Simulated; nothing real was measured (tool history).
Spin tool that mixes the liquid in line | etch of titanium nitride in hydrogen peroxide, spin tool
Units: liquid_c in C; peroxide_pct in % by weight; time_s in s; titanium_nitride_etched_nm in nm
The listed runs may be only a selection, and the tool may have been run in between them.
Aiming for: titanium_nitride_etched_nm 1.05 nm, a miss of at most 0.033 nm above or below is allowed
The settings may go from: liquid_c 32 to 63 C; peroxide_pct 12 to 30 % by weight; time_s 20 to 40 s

run  hour  liquid_c  peroxide_pct  time_s  titanium_nitride_etched_nm
  1     0        47          20.5      40                      2.7188
  2   4.2        47          20.5      20                      1.3578
  3  11.3        52          20.5      20                      1.9771
  4  20.4        47            20      20                      1.3597
  5  23.9        47          23.5      20                      1.4043
  6    27      52.5          23.5      20                      2.1223
  7  35.5      49.5          23.5      20                      1.6693
  8  41.1      42.5          23.5      20                     0.99079

Exactly one of the 5 candidate moves below puts every result within its allowed miss. Which one?
  A  46.7        41          23.5      25                           ?
  B  46.7      41.5          23.5      25                           ?
  C  46.7        44            24      20                           ?
  D  46.7        44          23.5      20                           ?
  E  46.7        43            25      20                           ?

move  titanium_nitride_etched_nm
   A                      1.1052
   B                      1.1482
   C                      1.1147
   D                      1.1096
   E                      1.0431
A: carries the result that was furthest off beyond its target, to the other side
B: carries the result that was furthest off beyond its target, to the other side
C: carries the result that was furthest off beyond its target, to the other side
D: carries the result that was furthest off beyond its target, to the other side
E: every result within its allowed miss
E is the move that brings every result within its allowed miss.
